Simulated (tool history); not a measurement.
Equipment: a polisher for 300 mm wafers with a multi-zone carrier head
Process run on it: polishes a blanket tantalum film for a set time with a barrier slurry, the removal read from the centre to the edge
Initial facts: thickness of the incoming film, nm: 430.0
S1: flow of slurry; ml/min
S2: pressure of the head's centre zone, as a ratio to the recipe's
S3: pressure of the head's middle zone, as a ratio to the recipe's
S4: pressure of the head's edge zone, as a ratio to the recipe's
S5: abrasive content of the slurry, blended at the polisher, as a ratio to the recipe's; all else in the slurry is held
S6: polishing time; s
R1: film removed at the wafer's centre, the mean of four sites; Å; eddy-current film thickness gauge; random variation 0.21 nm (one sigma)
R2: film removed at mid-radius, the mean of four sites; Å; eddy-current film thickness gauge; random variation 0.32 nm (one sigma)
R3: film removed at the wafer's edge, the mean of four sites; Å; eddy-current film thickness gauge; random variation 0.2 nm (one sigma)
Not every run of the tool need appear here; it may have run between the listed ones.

run  hour   S1    S2    S3    S4    S5  S6      R1      R2      R3
  1   0.0  275  1.00  1.00  1.00  1.00  49  402.88  389.16  373.95
  2   7.2  215  1.00  1.00  1.00  1.00  49  382.61  372.94  364.99
  3  10.8  210  0.98  1.00  1.01  0.95  49  373.02  363.04  360.61
  4  15.6  205  0.96  1.01  1.03  0.90  49  352.35  359.04  358.36
  5  19.7  205  0.96  1.01  0.98  0.90  49  354.02  360.93  352.68
  6  22.9  205  0.96  1.01  0.98  0.70  49  328.71  333.71  322.56
  7  29.7  200  0.94  1.01  0.99  0.70  49  317.25  332.90  322.74
  8  32.0  195  0.93  1.01  1.00  0.70  49  313.01  331.32  322.95
  9  33.3  190  0.92  1.01  1.01  0.70  49  309.17  333.73  325.39

For run 10, what comes out?
 10  34.1  185  0.91  1.00  1.02  0.70  49   ?   ?   ?

Run 10 gave R1 305.32 Å, R2 318.80 Å, R3 324.50 Å.
